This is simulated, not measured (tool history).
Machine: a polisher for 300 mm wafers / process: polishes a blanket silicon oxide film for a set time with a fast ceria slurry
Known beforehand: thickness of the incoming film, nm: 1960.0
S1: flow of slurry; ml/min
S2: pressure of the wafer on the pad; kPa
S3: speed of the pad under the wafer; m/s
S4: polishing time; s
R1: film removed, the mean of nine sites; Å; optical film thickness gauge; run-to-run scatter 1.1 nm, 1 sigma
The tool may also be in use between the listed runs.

run  hour   S1    S2    S3  S4      R1
  1   0.0  215  16.5  0.82  36  3298.8
  2   1.8  215  13.1  0.82  36  2617.9
  3   7.7  215  16.5  0.82  36  3234.8
  4  13.8  210  13.8  0.74  36  2511.0
  5  21.8  210  13.8  0.88  36  2939.1
  6  26.9  210  13.8  0.88  36  2947.3
  7  30.3  210  11.7  0.76  36  2149.5
     31.8  -- slurry nozzle cleaned
  8  31.8  205  10.3  0.72  36  1958.5
  9  33.5  205   9.7  0.66  36  1684.5

Run 10 comes next. What will it give?
 10  34.7  205  9.0  0.64  36   ?

Logged for run 10: R1 1523.9 Å.

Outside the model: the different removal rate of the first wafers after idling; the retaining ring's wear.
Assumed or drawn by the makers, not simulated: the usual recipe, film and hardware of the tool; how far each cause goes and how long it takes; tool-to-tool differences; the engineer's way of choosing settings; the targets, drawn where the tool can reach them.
